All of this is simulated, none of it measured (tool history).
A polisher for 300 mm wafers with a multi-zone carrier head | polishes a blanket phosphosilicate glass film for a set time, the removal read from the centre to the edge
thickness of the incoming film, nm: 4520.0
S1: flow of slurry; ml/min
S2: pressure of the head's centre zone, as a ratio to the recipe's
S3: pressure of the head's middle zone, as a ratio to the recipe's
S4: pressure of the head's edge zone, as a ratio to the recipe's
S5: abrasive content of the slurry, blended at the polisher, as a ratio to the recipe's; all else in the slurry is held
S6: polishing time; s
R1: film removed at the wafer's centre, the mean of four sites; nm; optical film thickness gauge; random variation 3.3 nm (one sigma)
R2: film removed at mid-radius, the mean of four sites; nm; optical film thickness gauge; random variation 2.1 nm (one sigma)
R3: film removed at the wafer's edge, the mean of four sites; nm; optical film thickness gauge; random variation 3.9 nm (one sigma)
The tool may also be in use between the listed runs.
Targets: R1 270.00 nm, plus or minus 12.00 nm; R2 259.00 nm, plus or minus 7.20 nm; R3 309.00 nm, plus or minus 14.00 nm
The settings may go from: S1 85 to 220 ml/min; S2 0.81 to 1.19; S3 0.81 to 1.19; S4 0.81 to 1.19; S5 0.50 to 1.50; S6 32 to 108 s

run	day	S1	S2	S3	S4	S5	S6	R1	R2	R3
1	0.000	140	1.00	1.00	1.00	1.00	70	554.49	565.14	556.82
2	0.208	140	1.00	1.05	1.00	1.00	70	557.18	586.19	549.08
3	0.242	130	0.99	1.00	1.00	0.90	64	461.05	472.51	471.23
4	0.358	120	0.98	0.96	0.99	0.80	62	405.83	404.74	413.90
5	0.488	85	0.98	0.96	0.99	0.80	62	383.03	372.99	404.24
6	0.538	85	0.98	0.96	0.96	0.80	62	367.58	378.76	389.08
7	0.796	85	0.98	0.96	0.96	0.80	62	384.46	377.52	395.72
8	0.888	85	0.96	0.93	0.97	0.75	61	347.18	340.67	365.45
9	1.062	85	0.93	0.90	0.98	0.70	61	312.28	313.82	359.27
10	1.200	85	0.93	0.88	0.97	0.65	61	293.99	287.57	326.85
11	1.508	85	0.92	0.87	0.97	0.65	61	287.74	289.71	325.68
12	1.600	85	0.92	0.86	0.98	0.65	61	290.10	280.20	332.91
13	1.967	85	0.92	0.85	0.97	0.65	61	289.57	281.57	333.94
14	2.175	85	0.92	0.84	0.96	0.65	61	293.22	280.12	321.46
15	2.404	85	0.91	0.83	0.96	0.65	61	284.64	276.97	334.50
16	2.604	85	0.92	0.82	0.93	0.50	61	215.48	205.96	238.32
17	2.638	95	0.92	0.83	0.96	0.50	61	222.79	211.45	248.73
18	2.738	95	0.93	0.86	1.00	0.50	61	224.17	215.74	249.28
19	2.912	95	0.93	0.87	1.01	0.55	61	247.25	243.12	286.59
20	3.175	95	0.94	0.88	1.02	0.55	61	254.53	248.18	284.29
21	3.417	95	0.94	0.88	1.04	0.55	61	251.29	248.71	286.09
22	3.683	95	0.95	0.88	1.06	0.55	61	256.26	249.22	293.83

5 candidate next runs follow, results not yet known. Just one meets every target within its allowed miss. Identify it.
A	3.950	100	0.88	0.91	1.17	0.60	56	?	?	?
B	3.950	100	0.96	0.90	1.06	0.50	64	?	?	?
C	3.950	155	0.93	0.84	1.05	0.50	65	?	?	?
D	3.950	85	0.98	0.82	1.04	0.65	54	?	?	?
E	3.950	85	0.94	0.86	1.05	0.55	67	?	?	?

move	R1	R2	R3
A	244.45	261.43	307.64
B	246.00	238.72	274.05
C	262.70	246.28	292.20
D	274.57	242.97	302.48
E	274.09	263.00	315.66
A: brings the result that was furthest off to its target, and leaves another outside
B: moves away from the targets compared with the last run
C: moves away from the targets compared with the last run
D: moves away from the targets compared with the last run
E: each result inside its tolerance
Answer: E
